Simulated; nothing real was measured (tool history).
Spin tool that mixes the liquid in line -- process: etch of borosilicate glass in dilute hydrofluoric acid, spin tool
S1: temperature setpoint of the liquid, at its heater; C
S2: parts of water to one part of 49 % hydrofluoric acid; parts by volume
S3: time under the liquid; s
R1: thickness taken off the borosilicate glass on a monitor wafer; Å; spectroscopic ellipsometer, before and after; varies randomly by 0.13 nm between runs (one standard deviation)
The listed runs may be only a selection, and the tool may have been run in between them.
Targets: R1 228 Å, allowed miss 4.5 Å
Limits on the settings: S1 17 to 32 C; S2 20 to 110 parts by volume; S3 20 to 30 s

run  hour    S1  S2  S3      R1
  1     0    24  60  30  174.88
  2   5.8  26.5  60  30  193.75
  3  14.4  26.5  70  30  164.24
  4  18.6  26.5  70  20  108.74
  5  22.3  27.5  65  20  123.43
  6  23.7  27.5  80  20  98.098
  7  27.4    28  75  20  106.73
  8    33    28  70  20  116.16
  9  41.1    28  65  20  125.15
 10    50    32  40  20  248.34
 11  53.2    31  40  20  239.42
 12  56.7  30.5  40  20  233.53

Pick the move, out of 4, that brings all results within their allowed miss; only one does.
  A  60.2  29.5  55  30   ?
  B  60.2  30.5  60  30   ?
  C  60.2    31  40  20   ?
  D  60.2    32  60  30   ?

move      R1
   A  240.53
   B  227.51
   C  239.37
   D  241.03
A: misses by more than the last run did
B: all results land within tolerance of their targets
C: misses by more than the last run did
D: misses by more than the last run did
The right move is B.
